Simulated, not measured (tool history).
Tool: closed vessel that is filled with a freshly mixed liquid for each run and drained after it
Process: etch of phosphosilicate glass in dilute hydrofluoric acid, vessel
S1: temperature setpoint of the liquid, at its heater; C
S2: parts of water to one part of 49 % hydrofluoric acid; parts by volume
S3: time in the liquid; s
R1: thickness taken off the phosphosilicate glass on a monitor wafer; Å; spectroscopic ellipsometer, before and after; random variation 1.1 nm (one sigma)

Run 1, hour 0: S1 22 C, S2 50 parts by volume, S3 35 s. Result: R1 1154.2 Å.
Run 2, hour 1.9: S1 22 C, S2 50 parts by volume, S3 30 s. Result: R1 994.89 Å.
Run 3, hour 10.7: S1 22 C, S2 60 parts by volume, S3 30 s. Result: R1 816.65 Å.
Run 4, hour 18.2: S1 22 C, S2 75 parts by volume, S3 30 s. Result: R1 641.09 Å.
Run 5, hour 22.6: S1 24 C, S2 65 parts by volume, S3 30 s. Result: R1 813.43 Å.
At hour 25.9: hydrofluoric acid flow meter replaced.
Run 6, hour 25.9: S1 26 C, S2 65 parts by volume, S3 30 s. Result: R1 831.05 Å.
Run 7, hour 31.5: S1 27 C, S2 55 parts by volume, S3 30 s. Result: R1 1026.7 Å.
Run 8, hour 35.9: S1 27.5 C, S2 50 parts by volume, S3 30 s. Result: R1 1165.9 Å.
Run 9, hour 39.4: S1 28 C, S2 45 parts by volume, S3 30 s. Result: R1 1328 Å.
Run 10, hour 44: S1 28.5 C, S2 40 parts by volume, S3 30 s. Result: R1 1563.5 Å.

Run 11 comes next. What will it give?
Run 11, hour 52.6: S1 29 C, S2 40 parts by volume, S3 30 s. Result: R1 ?.

Run 11 gave R1 1573.2 Å.
